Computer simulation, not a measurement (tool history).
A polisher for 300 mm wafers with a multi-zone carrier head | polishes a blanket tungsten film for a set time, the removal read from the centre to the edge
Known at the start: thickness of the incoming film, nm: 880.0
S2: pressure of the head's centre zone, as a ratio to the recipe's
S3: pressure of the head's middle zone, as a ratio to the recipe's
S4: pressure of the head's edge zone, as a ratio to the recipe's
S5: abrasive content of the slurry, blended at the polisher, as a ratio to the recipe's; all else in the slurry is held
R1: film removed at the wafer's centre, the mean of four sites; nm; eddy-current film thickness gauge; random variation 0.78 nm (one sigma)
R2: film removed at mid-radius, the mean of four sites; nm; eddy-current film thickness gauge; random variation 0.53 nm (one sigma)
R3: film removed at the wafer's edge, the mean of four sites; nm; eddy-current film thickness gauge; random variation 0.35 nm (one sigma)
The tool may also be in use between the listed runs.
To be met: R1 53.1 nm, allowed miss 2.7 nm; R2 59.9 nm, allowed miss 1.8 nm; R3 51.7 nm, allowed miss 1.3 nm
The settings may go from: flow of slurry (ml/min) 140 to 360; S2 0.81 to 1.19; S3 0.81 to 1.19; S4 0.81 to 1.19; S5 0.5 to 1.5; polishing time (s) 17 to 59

{"run": 1, "hour": 0.0, "flow of slurry (ml/min)": 230, "S2": 1, "S3": 1, "S4": 1, "S5": 1, "polishing time (s)": 38, "R1": 85.359, "R2": 88.466, "R3": 88.194}
{"run": 2, "hour": 4.5, "flow of slurry (ml/min)": 230, "S2": 1, "S3": 1, "S4": 1.03, "S5": 1, "polishing time (s)": 38, "R1": 87.255, "R2": 88.039, "R3": 91.073}
{"run": 3, "hour": 6.7, "flow of slurry (ml/min)": 230, "S2": 1.03, "S3": 1, "S4": 1.03, "S5": 1, "polishing time (s)": 38, "R1": 89.964, "R2": 87.816, "R3": 89.731}
{"run": 4, "hour": 10.6, "flow of slurry (ml/min)": 225, "S2": 1.02, "S3": 1.01, "S4": 0.99, "S5": 0.9, "polishing time (s)": 36, "R1": 82.824, "R2": 81.154, "R3": 81.502}
{"run": 5, "hour": 13.0, "flow of slurry (ml/min)": 225, "S2": 1, "S3": 1.03, "S4": 0.96, "S5": 0.85, "polishing time (s)": 34, "R1": 74.33, "R2": 77.078, "R3": 75.463}
{"run": 6, "hour": 21.4, "flow of slurry (ml/min)": 225, "S2": 1, "S3": 1.05, "S4": 0.94, "S5": 0.8, "polishing time (s)": 32, "R1": 68.338, "R2": 71.499, "R3": 68.837}
{"run": 7, "hour": 22.0, "flow of slurry (ml/min)": 225, "S2": 1, "S3": 1.07, "S4": 0.92, "S5": 0.75, "polishing time (s)": 31, "R1": 66.527, "R2": 70.553, "R3": 65.893}
{"run": 8, "hour": 24.6, "flow of slurry (ml/min)": 225, "S2": 1, "S3": 1.08, "S4": 0.9, "S5": 0.7, "polishing time (s)": 30, "R1": 65.03, "R2": 68.097, "R3": 63.062}
{"run": 9, "hour": 28.8, "flow of slurry (ml/min)": 220, "S2": 0.99, "S3": 1.09, "S4": 0.88, "S5": 0.65, "polishing time (s)": 29, "R1": 59.939, "R2": 65.954, "R3": 59.38}
{"run": 10, "hour": 32.8, "flow of slurry (ml/min)": 215, "S2": 0.99, "S3": 1.09, "S4": 0.87, "S5": 0.6, "polishing time (s)": 29, "R1": 59.721, "R2": 64.75, "R3": 57.666}
{"run": 11, "hour": 35.8, "flow of slurry (ml/min)": 205, "S2": 0.98, "S3": 1.09, "S4": 0.86, "S5": 0.6, "polishing time (s)": 29, "R1": 57.83, "R2": 63.829, "R3": 57.825}
{"run": 12, "hour": 39.2, "flow of slurry (ml/min)": 205, "S2": 0.98, "S3": 1.1, "S4": 0.85, "S5": 0.6, "polishing time (s)": 29, "R1": 58.125, "R2": 64.36, "R3": 56.51}
{"run": 13, "hour": 46.2, "flow of slurry (ml/min)": 200, "S2": 0.98, "S3": 1.1, "S4": 0.84, "S5": 0.6, "polishing time (s)": 29, "R1": 57.463, "R2": 64.207, "R3": 56.541}
{"run": 14, "hour": 47.5, "flow of slurry (ml/min)": 195, "S2": 0.98, "S3": 1.1, "S4": 0.83, "S5": 0.6, "polishing time (s)": 29, "R1": 56.938, "R2": 63.495, "R3": 56.353}

4 next moves are on the table. One of them brings every result within its allowed miss. Which?
{"run": "A", "hour": 48.8, "flow of slurry (ml/min)": 220, "S2": 0.98, "S3": 1.13, "S4": 0.85, "S5": 0.5, "polishing time (s)": 27, "R1": "?", "R2": "?", "R3": "?"}
{"run": "B", "hour": 48.8, "flow of slurry (ml/min)": 180, "S2": 0.88, "S3": 1.05, "S4": 0.85, "S5": 0.7, "polishing time (s)": 32, "R1": "?", "R2": "?", "R3": "?"}
{"run": "C", "hour": 48.8, "flow of slurry (ml/min)": 225, "S2": 1.04, "S3": 1.13, "S4": 0.81, "S5": 0.5, "polishing time (s)": 31, "R1": "?", "R2": "?", "R3": "?"}
{"run": "D", "hour": 48.8, "flow of slurry (ml/min)": 205, "S2": 0.96, "S3": 1.1, "S4": 0.83, "S5": 0.55, "polishing time (s)": 30, "R1": "?", "R2": "?", "R3": "?"}

move=A R1=53.772 R2=59.729 R3=51.52
move=B R1=58.324 R2=68.695 R3=63.17
move=C R1=65.784 R2=68.78 R3=58.231
move=D R1=58.719 R2=65.362 R3=57.186
A: meets every target
B: further off than the last run
C: further off than the last run
D: further off than the last run
The right move is A.

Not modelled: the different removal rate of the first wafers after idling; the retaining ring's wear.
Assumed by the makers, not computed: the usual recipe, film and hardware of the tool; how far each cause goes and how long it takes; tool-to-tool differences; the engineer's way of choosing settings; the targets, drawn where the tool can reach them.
